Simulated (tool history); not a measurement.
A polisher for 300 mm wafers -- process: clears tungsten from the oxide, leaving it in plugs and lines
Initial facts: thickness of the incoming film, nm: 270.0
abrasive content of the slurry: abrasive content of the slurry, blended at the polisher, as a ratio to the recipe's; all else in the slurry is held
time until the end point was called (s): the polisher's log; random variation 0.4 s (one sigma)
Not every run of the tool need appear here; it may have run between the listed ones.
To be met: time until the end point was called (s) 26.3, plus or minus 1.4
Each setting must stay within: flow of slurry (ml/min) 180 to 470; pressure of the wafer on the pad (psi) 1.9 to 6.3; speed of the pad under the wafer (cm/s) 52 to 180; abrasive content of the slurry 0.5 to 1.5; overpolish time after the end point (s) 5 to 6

| run | hour | flow of slurry (ml/min) | pressure of the wafer on the pad (psi) | speed of the pad under the wafer (cm/s) | abrasive content of the slurry | overpolish time after the end point (s) | time until the end point was called (s) |
|---|---|---|---|---|---|---|---|
| 1 | 0 | 300 | 4.1 | 116 | 1 | 6 | 36.91 |
| 2 | 2.9 | 300 | 4.1 | 92 | 1 | 6 | 46.262 |
| 3 | 4.9 | 300 | 3.2 | 92 | 1 | 6 | 58.075 |
| 4 | 9.7 | 300 | 3.2 | 92 | 0.85 | 6 | 59.096 |
| 5 | 16.2 | 300 | 3.2 | 92 | 0.85 | 5 | 59.665 |
| 6 | 23.9 | 300 | 3.5 | 94 | 0.85 | 5 | 55.448 |
| 7 | 32.8 | 300 | 3.8 | 96 | 0.85 | 5 | 48.26 |
| 8 | 39.6 | 300 | 4 | 96 | 0.85 | 5 | 45.714 |
| 9 | 47.2 | 300 | 5.1 | 104 | 0.85 | 5 | 32.752 |
| 10 | 53 | 300 | 5.2 | 104 | 0.85 | 5 | 33.11 |
| 11 | 57 | 300 | 5.2 | 104 | 0.85 | 5 | 33.552 |

Exercise: of the 5 proposed moves below, exactly one satisfies all targets within the stated allowed misses. Which move is it?
| A | 61 | 235 | 5.1 | 114 | 0.95 | 6 | ? |
| B | 61 | 320 | 5.6 | 122 | 0.9 | 5 | ? |
| C | 61 | 360 | 4.2 | 100 | 1.05 | 5 | ? |
| D | 61 | 265 | 5.4 | 110 | 0.8 | 5 | ? |
| E | 61 | 280 | 5.5 | 112 | 0.9 | 6 | ? |

| move | time until the end point was called (s) |
|---|---|
| A | 31.944 |
| B | 26.632 |
| C | 41.202 |
| D | 31.708 |
| E | 29.841 |
A: an improvement on the last run, though not all results are within tolerance
B: all results land within tolerance of their targets
C: further off than the last run
D: an improvement on the last run, though not all results are within tolerance
E: an improvement on the last run, though not all results are within tolerance
The move that meets every target is B.
